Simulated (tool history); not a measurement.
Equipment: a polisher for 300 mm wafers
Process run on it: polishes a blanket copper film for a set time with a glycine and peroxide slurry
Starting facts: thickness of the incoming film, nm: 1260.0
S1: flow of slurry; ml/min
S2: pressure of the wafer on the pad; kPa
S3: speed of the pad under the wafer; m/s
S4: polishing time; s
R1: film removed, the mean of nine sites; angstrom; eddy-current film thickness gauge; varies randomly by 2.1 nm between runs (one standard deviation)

run,hour,S1,S2,S3,S4,R1
1,0,295,22.8,1.04,28,2127.5
2,3.8,295,22.8,1.24,28,2398.1
3,5.1,295,19.3,1.22,28,2106
4,8.9,350,19.3,1.22,28,2085.7
5,16.5,350,16.5,1.2,28,1847.7
6,21.3,350,16.5,1.1,28,1792
7,28.3,350,16.5,1.1,28,1740.6

Forecast run 8:
8,32,350,15.2,1.1,28,?

For run 8 the tool returned R1 1623.6 angstrom.
